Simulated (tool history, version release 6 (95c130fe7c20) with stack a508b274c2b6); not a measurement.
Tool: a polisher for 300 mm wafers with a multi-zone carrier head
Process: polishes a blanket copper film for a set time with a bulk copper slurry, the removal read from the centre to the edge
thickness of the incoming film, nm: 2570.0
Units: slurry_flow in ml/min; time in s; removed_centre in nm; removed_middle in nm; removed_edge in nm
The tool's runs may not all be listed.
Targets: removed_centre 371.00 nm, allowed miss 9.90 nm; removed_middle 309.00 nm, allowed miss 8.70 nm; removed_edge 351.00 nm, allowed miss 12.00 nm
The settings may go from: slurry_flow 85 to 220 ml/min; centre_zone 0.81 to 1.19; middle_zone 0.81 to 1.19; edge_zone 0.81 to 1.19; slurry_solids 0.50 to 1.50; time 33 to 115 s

| run | hour | slurry_flow | centre_zone | middle_zone | edge_zone | slurry_solids | time | removed_centre | removed_middle | removed_edge |
|---|---|---|---|---|---|---|---|---|---|---|
| 1 | 0.0 | 140 | 1.00 | 1.00 | 1.00 | 1.00 | 73 | 701.64 | 683.64 | 692.86 |
| 2 | 7.2 | 140 | 1.00 | 1.05 | 1.00 | 1.00 | 73 | 695.48 | 711.92 | 687.78 |
| 3 | 8.2 | 130 | 1.00 | 0.99 | 0.97 | 0.85 | 63 | 565.75 | 541.01 | 545.33 |
| 4 | 10.4 | 130 | 1.00 | 0.99 | 0.97 | 0.75 | 63 | 536.29 | 520.82 | 520.04 |
| 5 | 15.8 | 120 | 1.00 | 0.94 | 0.95 | 0.70 | 59 | 478.65 | 446.08 | 467.78 |
| 6 | 16.6 | 115 | 1.00 | 0.90 | 0.92 | 0.65 | 57 | 442.57 | 404.87 | 427.26 |
| 7 | 24.8 | 90 | 1.04 | 0.81 | 0.93 | 0.50 | 48 | 312.95 | 252.46 | 304.63 |
| 8 | 27.8 | 105 | 1.03 | 0.81 | 0.93 | 0.50 | 48 | 322.29 | 268.19 | 320.28 |
| 9 | 33.1 | 120 | 1.04 | 0.81 | 0.92 | 0.50 | 48 | 344.28 | 278.30 | 320.26 |
| 10 | 40.6 | 120 | 1.04 | 0.81 | 0.92 | 0.50 | 48 | 346.50 | 281.51 | 321.01 |
| 11 | 48.6 | 125 | 1.03 | 0.81 | 0.93 | 0.50 | 48 | 344.79 | 279.78 | 331.01 |
| 12 | 52.2 | 135 | 1.02 | 0.81 | 0.93 | 0.50 | 48 | 351.39 | 284.58 | 329.61 |
| 13 | 59.3 | 140 | 1.01 | 0.82 | 0.93 | 0.50 | 48 | 351.73 | 292.46 | 334.67 |
| 14 | 60.1 | 145 | 1.01 | 0.82 | 0.94 | 0.50 | 48 | 353.41 | 296.85 | 340.46 |
| 15 | 61.4 | 150 | 1.01 | 0.82 | 0.94 | 0.50 | 48 | 360.50 | 293.91 | 341.66 |
| 16 | 69.2 | 155 | 1.00 | 0.82 | 0.94 | 0.50 | 48 | 356.32 | 296.64 | 347.35 |
| 17 | 76.6 | 160 | 1.00 | 0.82 | 0.94 | 0.50 | 48 | 359.16 | 298.71 | 338.42 |

Which of these 4 next moves meets every target?
| A | 84.0 | 160 | 1.06 | 0.86 | 0.84 | 0.55 | 45 | ? | ? | ? |
| B | 84.0 | 170 | 1.02 | 0.82 | 0.96 | 0.50 | 45 | ? | ? | ? |
| C | 84.0 | 155 | 1.05 | 0.85 | 0.98 | 0.55 | 46 | ? | ? | ? |
| D | 84.0 | 180 | 1.00 | 0.81 | 0.95 | 0.50 | 46 | ? | ? | ? |

| move | removed_centre | removed_middle | removed_edge |
|---|---|---|---|
| A | 369.04 | 304.11 | 320.97 |
| B | 347.40 | 282.09 | 324.21 |
| C | 372.22 | 305.94 | 345.67 |
| D | 354.47 | 288.37 | 332.58 |
A: brings the result that was furthest off to its target, and leaves another outside
B: further off than the last run
C: meets every target
D: further off than the last run
Answer: C
